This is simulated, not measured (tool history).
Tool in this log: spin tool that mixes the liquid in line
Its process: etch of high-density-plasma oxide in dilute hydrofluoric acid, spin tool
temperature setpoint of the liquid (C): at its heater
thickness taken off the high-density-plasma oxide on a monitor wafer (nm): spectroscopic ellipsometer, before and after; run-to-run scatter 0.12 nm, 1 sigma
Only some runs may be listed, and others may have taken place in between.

run    day  temperature setpoint of the liquid (C)  parts of water to one part of 49 % hydrofluoric acid (parts by volume)  time under the liquid (s)  thickness taken off the high-density-plasma oxide on a monitor wafer (nm)
  1      0                                      23                                                                     250                        270                                                                     7.9315
  2  0.254                                      23                                                                     250                        270                                                                     8.0653
  3  0.571                                    24.5                                                                     235                        270                                                                     9.0253
  4  0.592                                      28                                                                     235                        270                                                                     10.436
  5  0.696                                      28                                                                     155                        270                                                                     17.449
     0.904  -- hydrofluoric acid flow meter replaced
  6  0.904                                      28                                                                     155                        290                                                                     17.055
  7  1.242                                    27.5                                                                     155                        290                                                                     17.122

Predict the results of run 8:
  8  1.267                                      27                                                                     155                        290                                                                          ?

Run 8 came out at thickness taken off the high-density-plasma oxide on a monitor wafer (nm) 16.541.
